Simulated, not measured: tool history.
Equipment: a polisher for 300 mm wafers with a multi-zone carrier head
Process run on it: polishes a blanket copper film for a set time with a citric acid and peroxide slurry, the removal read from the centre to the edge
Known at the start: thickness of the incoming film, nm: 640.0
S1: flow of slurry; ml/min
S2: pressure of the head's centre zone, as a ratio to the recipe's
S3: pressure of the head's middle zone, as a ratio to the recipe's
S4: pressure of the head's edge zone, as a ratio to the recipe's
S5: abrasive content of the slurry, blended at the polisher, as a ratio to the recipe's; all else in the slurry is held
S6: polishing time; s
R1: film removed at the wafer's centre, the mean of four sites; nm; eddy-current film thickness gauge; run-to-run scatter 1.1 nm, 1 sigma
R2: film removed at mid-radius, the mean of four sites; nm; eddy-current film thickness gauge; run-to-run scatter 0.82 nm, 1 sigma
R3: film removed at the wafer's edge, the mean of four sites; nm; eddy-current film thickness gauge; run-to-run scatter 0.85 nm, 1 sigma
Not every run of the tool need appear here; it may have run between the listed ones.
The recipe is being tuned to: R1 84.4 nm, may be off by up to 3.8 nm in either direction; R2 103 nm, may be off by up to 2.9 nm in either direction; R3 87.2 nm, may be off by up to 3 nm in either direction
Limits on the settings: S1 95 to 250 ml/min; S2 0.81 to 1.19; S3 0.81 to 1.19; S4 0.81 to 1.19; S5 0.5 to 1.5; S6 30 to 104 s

Run 1, hour 0: S1 160 ml/min, S2 1, S3 1, S4 1, S5 1, S6 67 s. Result: R1 125.4 nm, R2 126.25 nm, R3 123.98 nm.
Run 2, hour 5.2: S1 160 ml/min, S2 0.99, S3 1.01, S4 0.98, S5 0.95, S6 66 s. Result: R1 116.98 nm, R2 124.93 nm, R3 120.25 nm.
Run 3, hour 9.9: S1 160 ml/min, S2 1, S3 1.02, S4 0.96, S5 0.9, S6 65 s. Result: R1 115.21 nm, R2 121.7 nm, R3 113.44 nm.
Run 4, hour 15.6: S1 160 ml/min, S2 1, S3 1.09, S4 0.96, S5 0.9, S6 65 s. Result: R1 117.03 nm, R2 129.17 nm, R3 116.82 nm.
Run 5, hour 23.9: S1 160 ml/min, S2 1, S3 1.09, S4 1.01, S5 0.9, S6 65 s. Result: R1 115.13 nm, R2 130.46 nm, R3 117.81 nm.
Run 6, hour 27: S1 160 ml/min, S2 1, S3 1.09, S4 1, S5 0.85, S6 64 s. Result: R1 111.25 nm, R2 124.9 nm, R3 115.03 nm.
Run 7, hour 34.1: S1 160 ml/min, S2 1, S3 1.09, S4 0.98, S5 0.8, S6 63 s. Result: R1 110.61 nm, R2 122.17 nm, R3 111.21 nm.
Run 8, hour 41.9: S1 160 ml/min, S2 0.99, S3 1.1, S4 0.97, S5 0.75, S6 62 s. Result: R1 105.19 nm, R2 119.56 nm, R3 106.14 nm.
Run 9, hour 46.3: S1 155 ml/min, S2 0.98, S3 1.1, S4 0.96, S5 0.7, S6 62 s. Result: R1 102.84 nm, R2 116.11 nm, R3 102.18 nm.
Run 10, hour 54.7: S1 150 ml/min, S2 0.97, S3 1.1, S4 0.95, S5 0.7, S6 62 s. Result: R1 98.35 nm, R2 116.26 nm, R3 102.43 nm.
Run 11, hour 55.8: S1 145 ml/min, S2 0.97, S3 1.1, S4 0.94, S5 0.7, S6 62 s. Result: R1 97.708 nm, R2 116.17 nm, R3 104.05 nm.
Run 12, hour 63.3: S1 150 ml/min, S2 0.96, S3 1.1, S4 0.93, S5 0.7, S6 61 s. Result: R1 97.16 nm, R2 112.52 nm, R3 100.5 nm.
Run 13, hour 68.5: S1 150 ml/min, S2 0.96, S3 1.11, S4 0.92, S5 0.7, S6 61 s. Result: R1 99.746 nm, R2 115.4 nm, R3 98.486 nm.
Run 14, hour 70.5: S1 145 ml/min, S2 0.95, S3 1.11, S4 0.91, S5 0.7, S6 61 s. Result: R1 97.219 nm, R2 114.34 nm, R3 98.131 nm.
Run 15, hour 78.9: S1 145 ml/min, S2 0.94, S3 1.11, S4 0.9, S5 0.7, S6 61 s. Result: R1 94.171 nm, R2 114.74 nm, R3 98.891 nm.
Run 16, hour 79.7: S1 145 ml/min, S2 0.94, S3 1.11, S4 0.89, S5 0.7, S6 61 s. Result: R1 94.707 nm, R2 112.28 nm, R3 96.873 nm.
Run 17, hour 86.5: S1 115 ml/min, S2 0.88, S3 1.1, S4 0.81, S5 0.55, S6 60 s. Result: R1 78.07 nm, R2 98.929 nm, R3 83.765 nm.
Run 18, hour 89.4: S1 120 ml/min, S2 0.88, S3 1.1, S4 0.81, S5 0.55, S6 60 s. Result: R1 77.179 nm, R2 99.626 nm, R3 84.583 nm.
Run 19, hour 90: S1 125 ml/min, S2 0.88, S3 1.1, S4 0.81, S5 0.55, S6 60 s. Result: R1 77.858 nm, R2 100.98 nm, R3 85.195 nm.
Run 20, hour 94.9: S1 125 ml/min, S2 0.89, S3 1.1, S4 0.81, S5 0.55, S6 60 s. Result: R1 81.373 nm, R2 100.99 nm, R3 84.167 nm.

Pick the move, out of 4, that brings all results within their allowed miss; only one does.
Run A, hour 99.8: S1 195 ml/min, S2 0.82, S3 1.03, S4 0.87, S5 0.5, S6 57 s. Result: R1 ?, R2 ?, R3 ?.
Run B, hour 99.8: S1 115 ml/min, S2 0.91, S3 1.1, S4 0.82, S5 0.8, S6 57 s. Result: R1 ?, R2 ?, R3 ?.
Run C, hour 99.8: S1 110 ml/min, S2 0.88, S3 1.06, S4 0.92, S5 0.55, S6 59 s. Result: R1 ?, R2 ?, R3 ?.
Run D, hour 99.8: S1 115 ml/min, S2 0.93, S3 1.19, S4 0.81, S5 0.55, S6 59 s. Result: R1 ?, R2 ?, R3 ?.

move      R1      R2      R3
   A  75.528  97.458  87.185
   B  81.709  102.62  87.311
   C   73.92  93.014  86.438
   D  79.103   104.1  82.232
A: brings the last run's worst result on target, with another outside its allowed miss
B: every result lands within tolerance
C: brings the last run's worst result on target, with another outside its allowed miss
D: its largest miss is bigger than the last run's
Go with B: it meets all targets.
